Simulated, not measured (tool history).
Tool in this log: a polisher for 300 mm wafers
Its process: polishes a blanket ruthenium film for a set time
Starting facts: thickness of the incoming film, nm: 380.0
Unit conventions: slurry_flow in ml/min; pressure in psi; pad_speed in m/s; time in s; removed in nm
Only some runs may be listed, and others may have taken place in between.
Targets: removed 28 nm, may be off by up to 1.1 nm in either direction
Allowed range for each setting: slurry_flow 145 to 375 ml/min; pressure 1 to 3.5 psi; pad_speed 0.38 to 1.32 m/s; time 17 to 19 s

| run | day | slurry_flow | pressure | pad_speed | time | removed |
|---|---|---|---|---|---|---|
| 1 | 0 | 240 | 2.2 | 0.84 | 19 | 16.07 |
| 2 | 0.142 | 240 | 2.2 | 0.74 | 19 | 14.841 |
| 3 | 0.346 | 240 | 2.6 | 0.76 | 19 | 17.435 |
| 4 | 0.529 | 205 | 2.6 | 0.76 | 19 | 16.92 |
| 5 | 0.625 | 205 | 2.6 | 0.9 | 19 | 19.487 |
| 6 | 0.992 | 205 | 2.6 | 0.9 | 19 | 20.005 |
| 7 | 1.146 | 210 | 2.8 | 0.9 | 19 | 21.653 |
| 8 | 1.371 | 210 | 3.4 | 0.92 | 19 | 26.723 |

Below are 5 possible settings for the next run. Only one of them brings all results inside the allowed miss of their targets. Which is it?
| A | 1.596 | 180 | 3.5 | 0.84 | 19 | ? |
| B | 1.596 | 185 | 3.4 | 0.94 | 18 | ? |
| C | 1.596 | 285 | 3.5 | 0.88 | 19 | ? |
| D | 1.596 | 220 | 3.4 | 0.9 | 17 | ? |
| E | 1.596 | 160 | 3.5 | 0.88 | 19 | ? |

| move | removed |
|---|---|
| A | 24.424 |
| B | 25.122 |
| C | 27.756 |
| D | 23.625 |
| E | 24.744 |
A: moves away from the targets compared with the last run
B: moves away from the targets compared with the last run
C: every result lands within tolerance
D: moves away from the targets compared with the last run
E: moves away from the targets compared with the last run
C meets every target.

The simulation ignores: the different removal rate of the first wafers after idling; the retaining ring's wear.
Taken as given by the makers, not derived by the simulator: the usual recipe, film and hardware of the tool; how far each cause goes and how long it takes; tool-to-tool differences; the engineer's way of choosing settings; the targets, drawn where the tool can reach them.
